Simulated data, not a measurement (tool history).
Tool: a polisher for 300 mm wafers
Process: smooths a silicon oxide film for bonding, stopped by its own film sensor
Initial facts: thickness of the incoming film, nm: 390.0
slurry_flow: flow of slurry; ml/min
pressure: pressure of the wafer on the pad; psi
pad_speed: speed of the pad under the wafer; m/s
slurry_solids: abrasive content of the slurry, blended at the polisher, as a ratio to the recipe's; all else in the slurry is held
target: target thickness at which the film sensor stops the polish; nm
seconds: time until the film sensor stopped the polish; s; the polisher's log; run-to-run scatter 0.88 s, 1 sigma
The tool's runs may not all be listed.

| run | hour | slurry_flow | pressure | pad_speed | slurry_solids | target | seconds |
|---|---|---|---|---|---|---|---|
| 1 | 0.0 | 180 | 1.5 | 0.74 | 1.00 | 363 | 64.307 |
| 2 | 3.6 | 175 | 1.4 | 0.74 | 1.00 | 363 | 66.716 |
| 3 | 6.4 | 175 | 1.4 | 0.74 | 1.00 | 365 | 62.851 |
| 4 | 7.3 | 175 | 1.4 | 0.74 | 1.15 | 365 | 58.709 |
| 5 | 8.5 | 175 | 1.2 | 0.72 | 1.15 | 365 | 65.010 |
| 6 | 13.7 | 175 | 1.1 | 0.68 | 1.15 | 365 | 71.418 |
| 7 | 18.4 | 175 | 1.0 | 0.66 | 1.15 | 365 | 78.054 |
| 8 | 25.4 | 175 | 0.9 | 0.66 | 1.15 | 365 | 82.795 |
| 9 | 33.6 | 170 | 0.8 | 0.64 | 1.15 | 365 | 90.548 |

Run 10 has not been measured yet. What should we expect?
| 10 | 34.6 | 165 | 0.8 | 0.64 | 1.15 | 365 | ? |

seconds: 91.820 s
